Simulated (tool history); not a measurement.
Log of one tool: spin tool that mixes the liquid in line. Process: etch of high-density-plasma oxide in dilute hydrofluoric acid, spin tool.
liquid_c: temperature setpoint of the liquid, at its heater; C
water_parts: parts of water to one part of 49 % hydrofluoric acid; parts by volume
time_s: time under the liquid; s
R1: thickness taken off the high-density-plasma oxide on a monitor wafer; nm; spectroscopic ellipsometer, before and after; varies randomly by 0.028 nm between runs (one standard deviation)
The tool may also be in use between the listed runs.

Run 1, day 0.000: liquid_c 21.0 C, water_parts 255 parts by volume, time_s 90 s. Result: R1 1.5968 nm.
Run 2, day 0.242: liquid_c 19.0 C, water_parts 255 parts by volume, time_s 90 s. Result: R1 1.4461 nm.
Run 3, day 0.396: liquid_c 19.0 C, water_parts 255 parts by volume, time_s 70 s. Result: R1 1.1448 nm.
Run 4, day 0.625: liquid_c 21.5 C, water_parts 255 parts by volume, time_s 70 s. Result: R1 1.2505 nm.
Run 5, day 0.671: liquid_c 20.0 C, water_parts 255 parts by volume, time_s 70 s. Result: R1 1.1750 nm.
Run 6, day 1.017: liquid_c 17.0 C, water_parts 255 parts by volume, time_s 70 s. Result: R1 1.0370 nm.
Run 7, day 1.288: liquid_c 19.0 C, water_parts 240 parts by volume, time_s 70 s. Result: R1 1.2306 nm.
Run 8, day 1.342: liquid_c 20.5 C, water_parts 225 parts by volume, time_s 70 s. Result: R1 1.4234 nm.
Run 9, day 1.392: liquid_c 22.0 C, water_parts 215 parts by volume, time_s 70 s. Result: R1 1.5785 nm.
Run 10, day 1.538: liquid_c 23.0 C, water_parts 205 parts by volume, time_s 70 s. Result: R1 1.7375 nm.
Run 11, day 1.775: liquid_c 23.0 C, water_parts 205 parts by volume, time_s 70 s. Result: R1 1.7284 nm.
Run 12, day 1.842: liquid_c 23.0 C, water_parts 205 parts by volume, time_s 70 s. Result: R1 1.7537 nm.
Run 13, day 1.904: liquid_c 24.0 C, water_parts 200 parts by volume, time_s 70 s. Result: R1 1.8310 nm.
Run 14, day 1.946: liquid_c 24.5 C, water_parts 190 parts by volume, time_s 70 s. Result: R1 2.0209 nm.
Run 15, day 2.212: liquid_c 25.0 C, water_parts 185 parts by volume, time_s 70 s. Result: R1 2.1268 nm.
Run 16, day 2.450: liquid_c 25.5 C, water_parts 180 parts by volume, time_s 70 s. Result: R1 2.2409 nm.
Run 17, day 2.750: liquid_c 26.0 C, water_parts 180 parts by volume, time_s 70 s. Result: R1 2.3118 nm.
Run 18, day 3.108: liquid_c 26.5 C, water_parts 180 parts by volume, time_s 70 s. Result: R1 2.3191 nm.

What will run 19 give?
Run 19, day 3.358: liquid_c 27.0 C, water_parts 180 parts by volume, time_s 70 s. Result: R1 ?.

{"run 19": {"R1": 2.3221}}
